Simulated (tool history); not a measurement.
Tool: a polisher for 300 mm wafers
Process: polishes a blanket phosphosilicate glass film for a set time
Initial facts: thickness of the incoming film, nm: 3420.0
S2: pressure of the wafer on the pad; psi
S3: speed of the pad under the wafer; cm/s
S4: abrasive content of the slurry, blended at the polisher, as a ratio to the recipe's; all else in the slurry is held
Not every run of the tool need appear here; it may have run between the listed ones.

{"run": 1, "hour": 0.0, "flow of slurry (ml/min)": 200, "S2": 2.4, "S3": 102, "S4": 1, "polishing time (s)": 45, "film removed (nm)": 353.14}
{"run": 2, "hour": 4.8, "flow of slurry (ml/min)": 160, "S2": 2.4, "S3": 102, "S4": 1, "polishing time (s)": 45, "film removed (nm)": 342.64}
{"run": 3, "hour": 6.9, "flow of slurry (ml/min)": 160, "S2": 2.6, "S3": 104, "S4": 1, "polishing time (s)": 45, "film removed (nm)": 375.51}
{"run": 4, "hour": 14.1, "flow of slurry (ml/min)": 190, "S2": 2.6, "S3": 104, "S4": 1, "polishing time (s)": 45, "film removed (nm)": 389.11}
{"run": 5, "hour": 20.0, "flow of slurry (ml/min)": 190, "S2": 2.6, "S3": 104, "S4": 1, "polishing time (s)": 45, "film removed (nm)": 381}
{"run": 6, "hour": 24.4, "flow of slurry (ml/min)": 190, "S2": 2.8, "S3": 106, "S4": 1, "polishing time (s)": 45, "film removed (nm)": 430.63}
{"run": 7, "hour": 29.0, "flow of slurry (ml/min)": 190, "S2": 2.9, "S3": 106, "S4": 1, "polishing time (s)": 45, "film removed (nm)": 436.34}

Run 8 is up next; what results do you expect?
{"run": 8, "hour": 37.2, "flow of slurry (ml/min)": 190, "S2": 3.5, "S3": 110, "S4": 1, "polishing time (s)": 45, "film removed (nm)": "?"}

Run 8 came out at film removed (nm) 539.97.
